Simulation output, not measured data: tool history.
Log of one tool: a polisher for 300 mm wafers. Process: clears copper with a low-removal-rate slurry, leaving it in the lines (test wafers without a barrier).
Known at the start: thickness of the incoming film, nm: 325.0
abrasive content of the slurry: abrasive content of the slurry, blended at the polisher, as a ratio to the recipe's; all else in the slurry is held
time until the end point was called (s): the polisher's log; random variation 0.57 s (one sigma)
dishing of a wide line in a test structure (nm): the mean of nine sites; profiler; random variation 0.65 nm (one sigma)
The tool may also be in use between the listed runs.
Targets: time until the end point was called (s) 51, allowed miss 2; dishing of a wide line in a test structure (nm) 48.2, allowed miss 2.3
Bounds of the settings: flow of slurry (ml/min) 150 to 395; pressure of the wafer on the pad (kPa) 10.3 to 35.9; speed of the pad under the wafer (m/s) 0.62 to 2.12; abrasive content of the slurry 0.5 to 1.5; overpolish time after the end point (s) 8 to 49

run    day  flow of slurry (ml/min)  pressure of the wafer on the pad (kPa)  speed of the pad under the wafer (m/s)  abrasive content of the slurry  overpolish time after the end point (s)  time until the end point was called (s)  dishing of a wide line in a test structure (nm)
  1      0                      250                                    22.8                                    1.36                               1                                       25                                   84.922                                           53.048
  2  0.262                      250                                    22.8                                    1.08                               1                                       25                                   105.59                                           44.399
  3  0.504                      250                                    16.5                                    1.08                               1                                       25                                   143.49                                           34.179
  4  0.529                      250                                    16.5                                    1.08                               1                                       35                                   144.34                                           44.196
  5  0.829                      250                                    16.5                                    1.08                            0.85                                       35                                    149.2                                           41.549
  6  0.867                      250                                    19.3                                    1.12                             0.8                                       31                                   126.69                                           43.718
  7  1.212                      260                                    21.4                                    1.14                            0.75                                       28                                   112.66                                           46.851
  8  1.354                      190                                    28.3                                    1.48                               1                                       16                                   66.192                                           46.391
  9  1.683                      200                                      29                                    1.48                               1                                       15                                   63.921                                           45.627
 10  1.921                      215                                    29.6                                    1.48                               1                                       14                                   61.092                                           43.821
 11  2.083                      225                                    30.3                                    1.48                               1                                       14                                   59.319                                            45.11
 12  2.304                      230                                      31                                    1.48                               1                                       14                                   58.092                                           45.998
 13  2.338                      230                                    31.7                                    1.48                               1                                       14                                   55.671                                           47.161
 14  2.646                      235                                    31.7                                    1.48                               1                                       14                                   56.898                                           46.955
 15  2.675                      235                                    32.4                                    1.48                               1                                       14                                   56.422                                           48.533
 16  3.012                      245                                    35.2                                     1.5                               1                                       10                                   50.687                                           39.261
 17  3.233                      220                                    33.1                                     1.6                               1                                       14                                   50.955                                           51.303

4 next moves are on the table. One of them brings every result within its allowed miss. Which?
  A  3.454                      225                                    34.5                                    1.54                            0.95                                       13                                        ?                                                ?
  B  3.454                      240                                    33.8                                    1.66                               1                                       15                                        ?                                                ?
  C  3.454                      275                                    35.9                                    1.48                            1.25                                       12                                        ?                                                ?
  D  3.454                      230                                    34.5                                    1.66                               1                                       14                                        ?                                                ?

move  time until the end point was called (s)  dishing of a wide line in a test structure (nm)
   A                                    52.46                                           48.345
   B                                   48.728                                           56.522
   C                                    47.98                                           48.805
   D                                   48.028                                           54.469
A: meets every target
B: further off than the last run
C: brings the result that was furthest off to its target, and leaves another outside
D: further off than the last run
The right move is A.

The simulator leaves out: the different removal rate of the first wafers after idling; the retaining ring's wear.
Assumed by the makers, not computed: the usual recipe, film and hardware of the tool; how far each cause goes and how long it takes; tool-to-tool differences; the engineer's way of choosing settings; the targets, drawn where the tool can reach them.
